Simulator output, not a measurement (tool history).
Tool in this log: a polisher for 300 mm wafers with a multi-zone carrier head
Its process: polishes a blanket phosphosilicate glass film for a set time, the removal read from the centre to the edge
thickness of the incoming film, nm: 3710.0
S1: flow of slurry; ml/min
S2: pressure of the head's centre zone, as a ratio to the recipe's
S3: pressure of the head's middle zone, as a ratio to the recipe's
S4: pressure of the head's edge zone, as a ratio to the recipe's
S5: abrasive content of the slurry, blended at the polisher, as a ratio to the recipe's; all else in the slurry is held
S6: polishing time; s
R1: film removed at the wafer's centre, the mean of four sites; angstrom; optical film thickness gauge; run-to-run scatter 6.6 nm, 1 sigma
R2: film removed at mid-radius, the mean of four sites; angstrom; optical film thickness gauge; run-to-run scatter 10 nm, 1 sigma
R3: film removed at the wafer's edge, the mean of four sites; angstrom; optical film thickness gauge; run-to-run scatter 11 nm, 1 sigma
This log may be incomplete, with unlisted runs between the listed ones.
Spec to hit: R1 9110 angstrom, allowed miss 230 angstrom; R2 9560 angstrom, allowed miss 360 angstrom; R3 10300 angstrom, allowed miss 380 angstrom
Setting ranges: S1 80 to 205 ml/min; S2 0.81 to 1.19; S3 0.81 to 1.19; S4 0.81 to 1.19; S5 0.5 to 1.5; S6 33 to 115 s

| run | day | S1 | S2 | S3 | S4 | S5 | S6 | R1 | R2 | R3 |
|---|---|---|---|---|---|---|---|---|---|---|
| 1 | 0 | 135 | 1 | 1 | 1 | 1 | 73 | 8460.6 | 8772.9 | 8968 |
| 2 | 0.183 | 135 | 0.96 | 1 | 1 | 1 | 73 | 8122.7 | 8811.6 | 8954.8 |
| 3 | 0.467 | 135 | 0.88 | 1 | 1 | 1 | 73 | 7467.3 | 8875.2 | 9133.1 |
| 4 | 0.788 | 135 | 0.88 | 1.05 | 1 | 1 | 73 | 7447.1 | 9176.6 | 8970 |
| 5 | 0.821 | 120 | 0.88 | 1.05 | 1 | 1 | 73 | 7260.7 | 9038 | 8861.1 |
| 6 | 1.1 | 135 | 0.88 | 1.05 | 1 | 1 | 73 | 7450.2 | 9266.5 | 8783.6 |
|  | 1.396 | edge zone pressure recalibrated |
| 7 | 1.396 | 140 | 0.89 | 1.04 | 1.02 | 1 | 73 | 7574.6 | 9237 | 8677.4 |
| 8 | 1.458 | 120 | 0.92 | 0.94 | 1.09 | 1.25 | 74 | 8454.4 | 9154.7 | 10046 |

4 next moves are on the table. One of them brings every result within its allowed miss. Which?
| A | 1.521 | 110 | 1.01 | 0.81 | 1.12 | 1.4 | 74 | ? | ? | ? |
| B | 1.521 | 135 | 0.95 | 0.94 | 1.09 | 1.2 | 77 | ? | ? | ? |
| C | 1.521 | 85 | 0.9 | 0.99 | 0.99 | 1.3 | 79 | ? | ? | ? |
| D | 1.521 | 120 | 0.87 | 1.02 | 1.08 | 1.25 | 70 | ? | ? | ? |

| move | R1 | R2 | R3 |
|---|---|---|---|
| A | 9462.7 | 8189.9 | 10319 |
| B | 9162.6 | 9473.6 | 10256 |
| C | 8117.6 | 9411 | 9615.6 |
| D | 7544.9 | 9160.8 | 9267.7 |
A: takes the result that was furthest off past its target
B: in spec on every target
C: moves away from the targets compared with the last run
D: moves away from the targets compared with the last run
Correct choice: B, which meets every target
